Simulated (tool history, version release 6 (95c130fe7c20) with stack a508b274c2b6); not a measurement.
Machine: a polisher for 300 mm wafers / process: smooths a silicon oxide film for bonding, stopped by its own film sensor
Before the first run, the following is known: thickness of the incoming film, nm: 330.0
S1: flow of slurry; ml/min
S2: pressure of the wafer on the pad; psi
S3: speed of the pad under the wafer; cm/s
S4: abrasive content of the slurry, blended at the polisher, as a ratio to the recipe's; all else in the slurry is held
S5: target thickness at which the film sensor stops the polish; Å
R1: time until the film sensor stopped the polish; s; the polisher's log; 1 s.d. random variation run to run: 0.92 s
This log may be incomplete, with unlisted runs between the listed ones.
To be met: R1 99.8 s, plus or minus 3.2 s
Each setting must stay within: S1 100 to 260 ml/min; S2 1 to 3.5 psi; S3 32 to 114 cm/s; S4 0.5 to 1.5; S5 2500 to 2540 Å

Run 1, hour 0: S1 165 ml/min, S2 2.2 psi, S3 72 cm/s, S4 1, S5 2540 Å. Result: R1 127.1 s.
Run 2, hour 5.4: S1 170 ml/min, S2 2.3 psi, S3 72 cm/s, S4 1, S5 2540 Å. Result: R1 121.1 s.
Run 3, hour 10.4: S1 170 ml/min, S2 1.8 psi, S3 72 cm/s, S4 1, S5 2540 Å. Result: R1 152.46 s.
Run 4, hour 17.3: S1 175 ml/min, S2 2 psi, S3 72 cm/s, S4 1, S5 2540 Å. Result: R1 137.52 s.
Run 5, hour 24.6: S1 175 ml/min, S2 2.5 psi, S3 72 cm/s, S4 1, S5 2540 Å. Result: R1 109.47 s.
Run 6, hour 33.3: S1 180 ml/min, S2 2.5 psi, S3 72 cm/s, S4 1, S5 2540 Å. Result: R1 109.56 s.
Run 7, hour 34.7: S1 185 ml/min, S2 2.5 psi, S3 72 cm/s, S4 1, S5 2540 Å. Result: R1 109.69 s.
Run 8, hour 40.4: S1 185 ml/min, S2 2.6 psi, S3 72 cm/s, S4 1, S5 2540 Å. Result: R1 105.41 s.

Next run, 5 choices. One meets every target within its allowed miss, the rest don't. Which?
Run A, hour 46.1: S1 200 ml/min, S2 2.8 psi, S3 66 cm/s, S4 1.15, S5 2500 Å. Result: R1 ?.
Run B, hour 46.1: S1 175 ml/min, S2 2.3 psi, S3 68 cm/s, S4 1.1, S5 2540 Å. Result: R1 ?.
Run C, hour 46.1: S1 160 ml/min, S2 2.8 psi, S3 70 cm/s, S4 0.9, S5 2500 Å. Result: R1 ?.
Run D, hour 46.1: S1 220 ml/min, S2 2.4 psi, S3 70 cm/s, S4 1.1, S5 2500 Å. Result: R1 ?.
Run E, hour 46.1: S1 200 ml/min, S2 2.6 psi, S3 70 cm/s, S4 1, S5 2500 Å. Result: R1 ?.

move      R1
   A  102.79
   B  120.95
   C  115.88
   D  116.08
   E  113.85
A: all results land within tolerance of their targets
B: its largest miss is bigger than the last run's
C: its largest miss is bigger than the last run's
D: its largest miss is bigger than the last run's
E: its largest miss is bigger than the last run's
Move A is the one to make.
